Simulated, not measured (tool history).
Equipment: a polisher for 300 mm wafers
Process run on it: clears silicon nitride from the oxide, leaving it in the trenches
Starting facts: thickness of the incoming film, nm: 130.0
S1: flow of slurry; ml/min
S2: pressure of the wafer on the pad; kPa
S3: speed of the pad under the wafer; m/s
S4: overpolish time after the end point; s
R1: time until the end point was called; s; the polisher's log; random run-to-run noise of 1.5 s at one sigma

run  hour   S1    S2   S3  S4      R1
  1     0  235  17.9  1.1   9  136.54
  2   7.3  235  17.2  1.1   9  137.65
  3  14.7  260  17.2  1.1   9  137.99
  4  17.7  260  17.2  1.1   9  141.19
  5  25.7  260  17.2  1.1   9  140.43
  6  34.1  285  17.2  1.1   9  137.91
  7  38.6  285  16.5  1.1   9  142.75
  8  47.3  285  15.9  1.1   9  149.77
  9    53  285  15.2  1.1   9  152.96
 10  58.9  275  13.1  1.1   9  180.11
 11  65.1  280  13.1  1.1   9  180.38

What does the tool deliver on the next run?
 12  65.7  285  13.1  1.1   9   ?

{"run 12": {"R1": 176.74}}
